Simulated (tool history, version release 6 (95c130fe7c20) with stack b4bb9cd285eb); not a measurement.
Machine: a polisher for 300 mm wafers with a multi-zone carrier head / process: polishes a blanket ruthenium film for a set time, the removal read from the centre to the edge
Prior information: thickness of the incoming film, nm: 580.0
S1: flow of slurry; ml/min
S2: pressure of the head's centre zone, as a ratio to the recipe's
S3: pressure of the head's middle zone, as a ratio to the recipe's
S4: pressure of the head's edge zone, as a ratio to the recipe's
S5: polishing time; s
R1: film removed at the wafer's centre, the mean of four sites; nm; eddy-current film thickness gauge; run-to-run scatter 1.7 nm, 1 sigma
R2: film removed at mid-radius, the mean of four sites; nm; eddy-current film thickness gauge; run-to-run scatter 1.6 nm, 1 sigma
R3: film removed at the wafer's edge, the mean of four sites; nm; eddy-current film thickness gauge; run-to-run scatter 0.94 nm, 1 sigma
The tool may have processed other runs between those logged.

run,day,S1,S2,S3,S4,S5,R1,R2,R3
1,0.000,155,1.00,1.00,1.00,47,104.560,107.460,105.080
2,0.092,160,1.00,1.00,1.02,48,108.770,107.350,105.690
3,0.121,160,1.00,1.00,1.02,37,84.547,85.442,82.307
4,0.421,160,1.04,1.00,1.02,37,86.900,84.323,81.490
5,0.633,160,1.03,1.00,1.03,39,91.277,88.318,86.608
6,0.946,160,1.00,1.00,1.03,39,90.777,88.712,87.715

Run 7 comes next. What will it give?
7,1.254,160,0.98,1.01,1.04,40,?,?,?

For run 7 the tool returned R1 88.381 nm, R2 92.613 nm, R3 91.633 nm.
